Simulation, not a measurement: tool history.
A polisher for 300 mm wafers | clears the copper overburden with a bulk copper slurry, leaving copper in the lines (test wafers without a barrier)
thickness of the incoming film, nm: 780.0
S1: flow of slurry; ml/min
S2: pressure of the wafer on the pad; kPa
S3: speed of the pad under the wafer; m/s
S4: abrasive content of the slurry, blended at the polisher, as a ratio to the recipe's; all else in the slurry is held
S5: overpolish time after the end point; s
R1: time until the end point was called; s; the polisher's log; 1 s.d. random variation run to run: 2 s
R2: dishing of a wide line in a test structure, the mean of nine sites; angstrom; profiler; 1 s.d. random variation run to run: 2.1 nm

{"run": 1, "hour": 0.0, "S1": 210, "S2": 13.1, "S3": 0.88, "S4": 1, "S5": 27, "R1": 168.45, "R2": 656.33}
{"run": 2, "hour": 2.8, "S1": 210, "S2": 13.1, "S3": 0.88, "S4": 1.1, "S5": 27, "R1": 159.81, "R2": 684.23}
{"run": 3, "hour": 5.8, "S1": 210, "S2": 13.1, "S3": 0.88, "S4": 1.25, "S5": 27, "R1": 150.96, "R2": 720.21}
{"run": 4, "hour": 12.7, "S1": 210, "S2": 13.8, "S3": 0.88, "S4": 1.25, "S5": 28, "R1": 149.26, "R2": 771.55}
{"run": 5, "hour": 13.7, "S1": 210, "S2": 14.5, "S3": 0.88, "S4": 1.25, "S5": 28, "R1": 136.21, "R2": 770.4}
{"run": 6, "hour": 18.4, "S1": 210, "S2": 14.5, "S3": 0.88, "S4": 1.25, "S5": 29, "R1": 136.81, "R2": 747.85}
{"run": 7, "hour": 25.1, "S1": 210, "S2": 14.5, "S3": 0.9, "S4": 1.25, "S5": 31, "R1": 141.77, "R2": 848.69}

Run 8 comes next. What will it give?
{"run": 8, "hour": 27.6, "S1": 210, "S2": 18.6, "S3": 0.92, "S4": 1.25, "S5": 32, "R1": "?", "R2": "?"}

{"run 8": {"R1": 109.64, "R2": 950.26}}

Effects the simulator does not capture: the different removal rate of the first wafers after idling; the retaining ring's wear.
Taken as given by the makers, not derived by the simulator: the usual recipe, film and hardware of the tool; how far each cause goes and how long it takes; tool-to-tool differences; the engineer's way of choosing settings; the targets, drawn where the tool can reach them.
